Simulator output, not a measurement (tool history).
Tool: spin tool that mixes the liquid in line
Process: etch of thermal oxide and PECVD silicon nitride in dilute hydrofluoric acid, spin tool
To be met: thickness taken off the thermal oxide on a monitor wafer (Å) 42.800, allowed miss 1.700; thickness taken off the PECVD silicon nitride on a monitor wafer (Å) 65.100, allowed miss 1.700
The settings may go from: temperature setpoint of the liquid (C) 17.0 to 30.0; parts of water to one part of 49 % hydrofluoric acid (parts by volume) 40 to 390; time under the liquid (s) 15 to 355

run,hour,temperature setpoint of the liquid (C),parts of water to one part of 49 % hydrofluoric acid (parts by volume),time under the liquid (s),thickness taken off the thermal oxide on a monitor wafer (Å),thickness taken off the PECVD silicon nitride on a monitor wafer (Å)
1,0.0,22.0,215,180,33.130,43.158
2,2.6,22.0,215,140,25.675,33.420
3,4.9,23.5,215,140,27.358,36.777
4,9.3,20.5,215,140,24.869,29.868
5,10.0,20.5,135,140,42.053,47.375
6,14.1,19.0,135,140,39.326,43.281
7,21.1,21.5,150,145,40.230,47.640
8,29.1,23.0,160,150,41.069,50.755
9,34.6,27.0,210,165,38.144,54.913
10,40.2,27.5,210,165,38.402,55.848
11,41.0,28.0,210,165,37.958,58.372
12,45.8,28.5,180,160,47.291,67.972

Which of these 4 next moves meets every target?
A,50.6,28.5,160,150,?,?
B,50.6,24.5,135,140,?,?
C,50.6,29.0,200,165,?,?
D,50.6,29.5,235,200,?,?

move,thickness taken off the thermal oxide on a monitor wafer (Å),thickness taken off the PECVD silicon nitride on a monitor wafer (Å)
A,50.165,71.826
B,49.266,61.700
C,42.789,64.991
D,43.085,68.879
A: further off than the last run
B: further off than the last run
C: meets every target
D: brings the result that was furthest off to its target, and leaves another outside
Answer: C

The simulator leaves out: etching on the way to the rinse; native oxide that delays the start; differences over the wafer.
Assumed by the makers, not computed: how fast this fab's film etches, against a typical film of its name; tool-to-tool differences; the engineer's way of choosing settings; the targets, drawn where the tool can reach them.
